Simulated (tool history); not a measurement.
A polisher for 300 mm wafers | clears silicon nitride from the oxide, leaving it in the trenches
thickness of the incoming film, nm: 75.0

run	hour	flow of slurry (ml/min)	pressure of the wafer on the pad (kPa)	speed of the pad under the wafer (m/s)	overpolish time after the end point (s)	time until the end point was called (s)
1	0	150	14.5	1.14	8	85.626
2	1.7	150	14.5	1.14	8	86.289
3	5.5	170	14.5	1.14	8	84.038
4	10.2	170	14.5	1.14	8	86.116
5	16.8	170	17.2	1.14	8	75.115
6	21.2	195	17.2	1.14	8	75.139
7	29.6	195	17.9	1.14	8	72.365

Forecast run 8:
8	36.7	195	18.6	1.14	8	?

Run 8 gave time until the end point was called (s) 69.617.

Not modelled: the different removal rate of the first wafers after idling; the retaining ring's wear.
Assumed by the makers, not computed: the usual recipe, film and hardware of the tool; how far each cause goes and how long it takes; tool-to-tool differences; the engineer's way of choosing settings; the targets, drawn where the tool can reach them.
